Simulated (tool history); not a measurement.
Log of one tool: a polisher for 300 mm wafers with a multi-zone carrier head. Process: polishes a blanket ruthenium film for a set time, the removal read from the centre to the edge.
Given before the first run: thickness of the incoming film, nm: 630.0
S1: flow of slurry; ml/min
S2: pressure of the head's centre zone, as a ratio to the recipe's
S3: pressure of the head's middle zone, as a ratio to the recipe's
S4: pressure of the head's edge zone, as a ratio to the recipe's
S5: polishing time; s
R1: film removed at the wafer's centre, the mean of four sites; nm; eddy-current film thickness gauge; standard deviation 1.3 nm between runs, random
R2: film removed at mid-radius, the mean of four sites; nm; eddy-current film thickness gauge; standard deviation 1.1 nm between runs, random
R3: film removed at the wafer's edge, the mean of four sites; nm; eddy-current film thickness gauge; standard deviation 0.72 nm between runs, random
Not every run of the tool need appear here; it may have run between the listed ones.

| run | hour | S1 | S2 | S3 | S4 | S5 | R1 | R2 | R3 |
|---|---|---|---|---|---|---|---|---|---|
| 1 | 0.0 | 190 | 1.00 | 1.00 | 1.00 | 75 | 120.410 | 121.720 | 124.330 |
| 2 | 1.4 | 185 | 1.01 | 0.98 | 0.97 | 69 | 110.500 | 108.380 | 112.130 |
| 3 | 4.3 | 180 | 1.01 | 0.97 | 0.94 | 65 | 104.840 | 100.370 | 102.960 |
| 4 | 8.4 | 175 | 1.00 | 0.96 | 0.91 | 63 | 99.043 | 95.621 | 98.048 |
| 5 | 17.2 | 175 | 1.05 | 0.96 | 0.91 | 63 | 105.690 | 95.456 | 99.204 |
| 6 | 21.6 | 170 | 1.04 | 0.95 | 0.89 | 61 | 98.642 | 89.745 | 94.261 |
|  | 27.6 | slurry nozzle cleaned |
| 7 | 27.6 | 165 | 1.04 | 0.95 | 0.87 | 60 | 103.940 | 94.475 | 95.336 |

Run 8, settings as shown, results not yet in. Your forecast:
| 8 | 28.5 | 165 | 1.04 | 0.95 | 0.87 | 60 | ? | ? | ? |

R1: 103.620 nm
R2: 94.951 nm
R3: 94.186 nm
